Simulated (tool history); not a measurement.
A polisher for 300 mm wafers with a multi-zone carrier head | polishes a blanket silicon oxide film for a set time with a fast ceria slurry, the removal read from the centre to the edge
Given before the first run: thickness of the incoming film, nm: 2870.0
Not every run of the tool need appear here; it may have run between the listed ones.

run    day  flow of slurry (ml/min)  pressure of the head's centre zone  pressure of the head's middle zone  pressure of the head's edge zone  polishing time (s)  film removed at the wafer's centre (nm)  film removed at mid-radius (nm)  film removed at the wafer's edge (nm)
  1  0.000                      220                                1.00                                1.00                              1.00                  62                                   728.12                           773.12                                 733.91
  2  0.129                      215                                0.97                                1.00                              0.97                  54                                   607.35                           664.46                                 622.34
  3  0.275                      215                                0.97                                1.06                              0.97                  54                                   612.22                           679.89                                 621.66
  4  0.362                      255                                0.97                                1.06                              0.97                  54                                   631.43                           701.73                                 640.01
  5  0.504                      205                                0.97                                1.06                              0.97                  54                                   606.52                           690.60                                 613.66
  6  0.721                      205                                1.00                                1.06                              0.97                  54                                   618.85                           682.01                                 622.11
  7  0.825                      195                                0.96                                1.04                              0.94                  50                                   554.98                           628.65                                 552.88
  8  1.117                      190                                0.93                                1.01                              0.93                  47                                   498.74                           580.75                                 525.27
  9  1.325                      185                                0.92                                0.99                              0.90                  45                                   467.69                           538.03                                 478.20

Run 10 has not been measured yet. What should we expect?
 10  1.367                      180                                0.90                                0.98                              0.89                  45                                        ?                                ?                                      ?

{"run 10": {"film removed at the wafer's centre (nm)": 458.12, "film removed at mid-radius (nm)": 526.04, "film removed at the wafer's edge (nm)": 492.52}}
